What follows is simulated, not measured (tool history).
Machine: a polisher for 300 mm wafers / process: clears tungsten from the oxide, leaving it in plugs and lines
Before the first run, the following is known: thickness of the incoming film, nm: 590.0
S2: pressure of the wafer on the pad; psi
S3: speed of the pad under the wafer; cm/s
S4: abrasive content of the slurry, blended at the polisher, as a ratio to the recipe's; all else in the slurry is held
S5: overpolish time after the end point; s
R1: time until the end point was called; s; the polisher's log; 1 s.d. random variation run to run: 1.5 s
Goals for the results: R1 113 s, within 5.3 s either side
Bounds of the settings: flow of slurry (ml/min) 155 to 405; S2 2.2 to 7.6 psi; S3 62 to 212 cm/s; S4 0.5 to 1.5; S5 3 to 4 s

Run 1, day 0: flow of slurry (ml/min) 260, S2 4.9 psi, S3 136 cm/s, S4 1, S5 4 s. Result: R1 66.995 s.
Run 2, day 0.233: flow of slurry (ml/min) 260, S2 4.9 psi, S3 136 cm/s, S4 1.15, S5 4 s. Result: R1 64.549 s.
Run 3, day 0.321: flow of slurry (ml/min) 260, S2 4.5 psi, S3 134 cm/s, S4 1.15, S5 4 s. Result: R1 71.458 s.
Run 4, day 0.658: flow of slurry (ml/min) 260, S2 4.5 psi, S3 134 cm/s, S4 1.15, S5 4 s. Result: R1 70.022 s.
Run 5, day 0.879: flow of slurry (ml/min) 260, S2 3.7 psi, S3 134 cm/s, S4 1.15, S5 4 s. Result: R1 84.925 s.
Run 6, day 1: flow of slurry (ml/min) 260, S2 3.7 psi, S3 134 cm/s, S4 1.35, S5 4 s. Result: R1 83.864 s.
Run 7, day 1.317: flow of slurry (ml/min) 260, S2 3.5 psi, S3 134 cm/s, S4 1.35, S5 4 s. Result: R1 85.773 s.
Run 8, day 1.392: flow of slurry (ml/min) 260, S2 3.3 psi, S3 134 cm/s, S4 1.35, S5 4 s. Result: R1 92.153 s.
Run 9, day 1.462: flow of slurry (ml/min) 260, S2 3.2 psi, S3 134 cm/s, S4 1.35, S5 4 s. Result: R1 95.493 s.
Run 10, day 1.575: flow of slurry (ml/min) 260, S2 3.1 psi, S3 134 cm/s, S4 1.35, S5 4 s. Result: R1 98.054 s.
Run 11, day 1.65: flow of slurry (ml/min) 260, S2 3 psi, S3 134 cm/s, S4 1.35, S5 4 s. Result: R1 98.539 s.
Run 12, day 1.917: flow of slurry (ml/min) 260, S2 2.9 psi, S3 134 cm/s, S4 1.35, S5 4 s. Result: R1 102.21 s.
Run 13, day 2.242: flow of slurry (ml/min) 260, S2 2.8 psi, S3 134 cm/s, S4 1.35, S5 4 s. Result: R1 107.64 s.

Exactly one of the 4 candidate moves below puts every result within its allowed miss. Which one?
Run A, day 2.567: flow of slurry (ml/min) 305, S2 2.8 psi, S3 136 cm/s, S4 1.5, S5 4 s. Result: R1 ?.
Run B, day 2.567: flow of slurry (ml/min) 250, S2 3.2 psi, S3 134 cm/s, S4 1.3, S5 3 s. Result: R1 ?.
Run C, day 2.567: flow of slurry (ml/min) 320, S2 2.9 psi, S3 134 cm/s, S4 1.45, S5 3 s. Result: R1 ?.
Run D, day 2.567: flow of slurry (ml/min) 250, S2 2.5 psi, S3 142 cm/s, S4 1.3, S5 4 s. Result: R1 ?.

move      R1
   A  99.794
   B   94.67
   C  98.393
   D  113.11
A: lands further from the targets than the last run did
B: lands further from the targets than the last run did
C: lands further from the targets than the last run did
D: hits every target within its allowed miss
So the answer is move D, the one that meets all the targets.
